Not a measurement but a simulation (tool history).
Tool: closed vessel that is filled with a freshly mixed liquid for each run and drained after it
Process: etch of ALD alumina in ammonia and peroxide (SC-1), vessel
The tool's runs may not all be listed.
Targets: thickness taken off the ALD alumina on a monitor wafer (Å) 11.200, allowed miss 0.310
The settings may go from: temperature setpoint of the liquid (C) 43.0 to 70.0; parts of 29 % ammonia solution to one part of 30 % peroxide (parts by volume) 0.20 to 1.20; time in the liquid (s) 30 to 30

run	hour	temperature setpoint of the liquid (C)	parts of 29 % ammonia solution to one part of 30 % peroxide (parts by volume)	time in the liquid (s)	thickness taken off the ALD alumina on a monitor wafer (Å)
1	0.0	59.0	0.85	30	21.995
2	3.8	63.0	0.85	30	26.693
3	7.7	63.0	1.00	30	27.403
4	16.2	63.0	0.85	30	26.953
# hour 19.3: ammonia flow meter replaced
5	19.3	60.5	0.85	30	23.524
6	27.6	57.0	0.85	30	19.580
7	28.6	55.5	0.85	30	18.035
8	33.4	54.0	0.85	30	16.713
9	36.2	53.0	0.85	30	15.680
10	42.1	45.5	0.85	30	10.543
11	44.2	46.0	0.85	30	10.815

Which of these 4 next moves meets every target?
A	46.3	47.5	0.50	30	?
B	46.3	47.5	0.85	30	?
C	46.3	47.5	1.05	30	?
D	46.3	47.5	0.90	30	?

move	thickness taken off the ALD alumina on a monitor wafer (Å)
A	11.117
B	11.694
C	11.933
D	11.758
A: meets every target
B: takes the result that was furthest off past its target
C: takes the result that was furthest off past its target
D: takes the result that was furthest off past its target
Move A is the one to make.
